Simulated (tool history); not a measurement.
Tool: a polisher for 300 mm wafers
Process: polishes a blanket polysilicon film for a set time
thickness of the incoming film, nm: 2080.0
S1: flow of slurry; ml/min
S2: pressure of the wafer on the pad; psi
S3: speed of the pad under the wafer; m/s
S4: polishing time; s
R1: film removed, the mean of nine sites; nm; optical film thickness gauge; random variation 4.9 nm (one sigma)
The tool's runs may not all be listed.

Run 1, hour 0.0: S1 230 ml/min, S2 3.0 psi, S3 1.30 m/s, S4 42 s. Result: R1 554.46 nm.
Run 2, hour 8.4: S1 230 ml/min, S2 2.7 psi, S3 1.30 m/s, S4 42 s. Result: R1 506.07 nm.
Run 3, hour 10.6: S1 285 ml/min, S2 2.7 psi, S3 1.30 m/s, S4 42 s. Result: R1 534.43 nm.
Run 4, hour 19.5: S1 280 ml/min, S2 2.5 psi, S3 1.30 m/s, S4 42 s. Result: R1 511.30 nm.
Run 5, hour 21.9: S1 280 ml/min, S2 2.9 psi, S3 1.30 m/s, S4 42 s. Result: R1 570.93 nm.
At hour 24.6: slurry nozzle cleaned.
Run 6, hour 24.6: S1 270 ml/min, S2 2.6 psi, S3 1.28 m/s, S4 42 s. Result: R1 520.89 nm.
Run 7, hour 30.2: S1 265 ml/min, S2 2.3 psi, S3 1.26 m/s, S4 42 s. Result: R1 474.32 nm.

The next listed run, before its measurement:
Run 8, hour 35.9: S1 260 ml/min, S2 2.1 psi, S3 1.24 m/s, S4 42 s. Result: R1 ?.

{"run 8": {"R1": 440.06}}
